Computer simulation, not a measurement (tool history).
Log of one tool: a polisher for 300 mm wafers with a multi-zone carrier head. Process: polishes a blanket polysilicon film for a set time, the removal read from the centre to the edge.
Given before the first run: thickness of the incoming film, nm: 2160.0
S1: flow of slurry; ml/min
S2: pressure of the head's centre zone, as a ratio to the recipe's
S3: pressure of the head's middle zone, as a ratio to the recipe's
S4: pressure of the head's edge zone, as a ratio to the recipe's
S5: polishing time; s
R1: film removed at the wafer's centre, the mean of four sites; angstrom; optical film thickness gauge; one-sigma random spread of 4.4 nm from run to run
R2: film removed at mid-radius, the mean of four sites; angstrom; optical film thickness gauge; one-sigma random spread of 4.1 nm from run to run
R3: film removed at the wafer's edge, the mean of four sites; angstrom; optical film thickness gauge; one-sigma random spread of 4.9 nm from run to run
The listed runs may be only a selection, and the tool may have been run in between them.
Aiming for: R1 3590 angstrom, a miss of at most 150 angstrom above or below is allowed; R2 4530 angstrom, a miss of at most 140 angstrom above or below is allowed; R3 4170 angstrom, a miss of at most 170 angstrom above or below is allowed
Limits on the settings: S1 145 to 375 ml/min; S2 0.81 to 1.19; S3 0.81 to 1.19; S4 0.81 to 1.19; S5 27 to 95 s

| run | hour | S1 | S2 | S3 | S4 | S5 | R1 | R2 | R3 |
|---|---|---|---|---|---|---|---|---|---|
| 1 | 0 | 240 | 1 | 1 | 1 | 61 | 3540.3 | 3574.3 | 3489.6 |
| 2 | 6.5 | 240 | 0.92 | 1 | 1 | 61 | 3249.8 | 3566.8 | 3516.7 |
| 3 | 7.8 | 240 | 0.92 | 1.07 | 1 | 61 | 3230.4 | 3749.4 | 3551.3 |
| 4 | 10.1 | 185 | 0.92 | 1.07 | 1 | 61 | 3094.7 | 3653.2 | 3478.9 |
| 5 | 18.9 | 195 | 0.92 | 1.09 | 1.01 | 62 | 3172.7 | 3776.5 | 3495.9 |
| 6 | 23.3 | 195 | 0.92 | 1.09 | 1.01 | 48 | 2486.7 | 2949.4 | 2723.3 |
| 7 | 27.2 | 200 | 0.92 | 1.1 | 1.02 | 51 | 2675.3 | 3128.3 | 2889.4 |
| 8 | 33.9 | 205 | 0.91 | 1.11 | 1.03 | 54 | 2762.7 | 3403.8 | 3119.2 |
| 9 | 41.1 | 275 | 1.01 | 1.19 | 1.13 | 64 | 3842.1 | 4346.5 | 3986.4 |
| 10 | 45.9 | 275 | 1 | 1.19 | 1.13 | 64 | 3678.3 | 4335.9 | 3953.4 |
| 11 | 54 | 275 | 1 | 1.19 | 1.13 | 64 | 3788.1 | 4406.8 | 3930.8 |

Consider the 4 candidate settings below. Which is the only one whose results all fall within their allowed miss of target?
| A | 62.1 | 305 | 0.9 | 1.07 | 1.19 | 71 | ? | ? | ? |
| B | 62.1 | 325 | 1.04 | 1.17 | 1.19 | 65 | ? | ? | ? |
| C | 62.1 | 315 | 0.88 | 1.19 | 1.16 | 62 | ? | ? | ? |
| D | 62.1 | 320 | 0.92 | 1.18 | 1.19 | 65 | ? | ? | ? |

| move | R1 | R2 | R3 |
|---|---|---|---|
| A | 3913.8 | 4519.9 | 4565.6 |
| B | 4176.6 | 4492.5 | 4194.3 |
| C | 3355.7 | 4339.2 | 3937.5 |
| D | 3685.4 | 4521.8 | 4188.9 |
A: carries the result that was furthest off beyond its target, to the other side
B: meets the target for the result that was furthest off, but another lies outside its allowed miss
C: the biggest miss grows against the last run
D: every result lands within tolerance
Go with D: it meets all targets.
